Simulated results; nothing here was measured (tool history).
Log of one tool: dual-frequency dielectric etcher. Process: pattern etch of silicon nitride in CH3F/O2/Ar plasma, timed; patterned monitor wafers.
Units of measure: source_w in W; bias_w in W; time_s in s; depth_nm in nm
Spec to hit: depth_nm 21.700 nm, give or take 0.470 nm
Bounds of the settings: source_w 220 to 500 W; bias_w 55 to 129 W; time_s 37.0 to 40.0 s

run,day,source_w,bias_w,time_s,depth_nm
1,0.000,360,92,40.0,29.620
2,0.267,410,92,40.0,31.249
3,0.475,360,79,39.0,26.505
4,0.633,360,79,40.0,27.153
5,0.962,300,79,40.0,25.415
6,1.279,280,75,40.0,24.301
7,1.642,220,63,39.5,19.575
8,1.708,240,63,39.5,20.263

Consider the 4 candidate settings below. Which is the only one whose results all fall within their allowed miss of target?
A,1.775,270,66,39.5,?
B,1.775,260,55,38.5,?
C,1.775,260,60,37.0,?
D,1.775,270,56,37.5,?

move,depth_nm
A,22.007
B,18.907
C,19.180
D,18.916
A: each result inside its tolerance
B: moves away from the targets compared with the last run
C: moves away from the targets compared with the last run
D: moves away from the targets compared with the last run
A meets every target.
